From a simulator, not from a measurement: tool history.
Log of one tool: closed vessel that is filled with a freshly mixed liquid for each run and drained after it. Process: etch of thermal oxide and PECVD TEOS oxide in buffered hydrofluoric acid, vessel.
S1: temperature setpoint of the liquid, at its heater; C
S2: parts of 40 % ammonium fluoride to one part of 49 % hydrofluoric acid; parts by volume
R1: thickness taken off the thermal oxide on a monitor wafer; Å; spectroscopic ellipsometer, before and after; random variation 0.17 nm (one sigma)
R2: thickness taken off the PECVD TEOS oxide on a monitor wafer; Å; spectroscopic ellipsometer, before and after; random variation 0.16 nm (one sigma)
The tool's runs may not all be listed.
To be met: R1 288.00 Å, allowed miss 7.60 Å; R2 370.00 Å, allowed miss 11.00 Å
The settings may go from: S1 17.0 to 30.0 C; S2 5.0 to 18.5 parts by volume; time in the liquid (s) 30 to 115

run 1 hour=0.0 | S1=22.0 S2=11.5 time_in_the_liquid_(s)=60 | R1=532.66 R2=682.76
run 2 hour=3.4 | S1=20.5 S2=12.5 time_in_the_liquid_(s)=60 | R1=451.73 R2=577.87
run 3 hour=7.0 | S1=23.5 S2=12.5 time_in_the_liquid_(s)=60 | R1=531.41 R2=685.45
run 4 hour=8.3 | S1=22.0 S2=13.5 time_in_the_liquid_(s)=60 | R1=453.14 R2=577.32
run 5 hour=14.1 | S1=22.0 S2=13.5 time_in_the_liquid_(s)=45 | R1=341.64 R2=434.93
run 6 hour=19.2 | S1=21.0 S2=13.5 time_in_the_liquid_(s)=45 | R1=321.29 R2=413.71
run 7 hour=20.3 | S1=20.5 S2=13.5 time_in_the_liquid_(s)=45 | R1=312.38 R2=402.25
run 8 hour=25.4 | S1=20.0 S2=13.5 time_in_the_liquid_(s)=45 | R1=304.96 R2=391.50

Which of these 5 next moves meets every target?
run A hour=30.5 | S1=17.0 S2=14.0 time_in_the_liquid_(s)=60 | R1=? R2=?
run B hour=30.5 | S1=18.5 S2=14.0 time_in_the_liquid_(s)=45 | R1=? R2=?
run C hour=30.5 | S1=23.5 S2=14.0 time_in_the_liquid_(s)=40 | R1=? R2=?
run D hour=30.5 | S1=19.5 S2=14.0 time_in_the_liquid_(s)=45 | R1=? R2=?
run E hour=30.5 | S1=20.5 S2=14.0 time_in_the_liquid_(s)=40 | R1=? R2=?

move=A R1=333.13 R2=423.97
move=B R1=272.11 R2=346.31
move=C R1=319.53 R2=406.66
move=D R1=287.90 R2=366.41
move=E R1=270.67 R2=344.48
A: further off than the last run
B: takes the result that was furthest off past its target
C: further off than the last run
D: meets every target
E: takes the result that was furthest off past its target
Move D is the one to make.
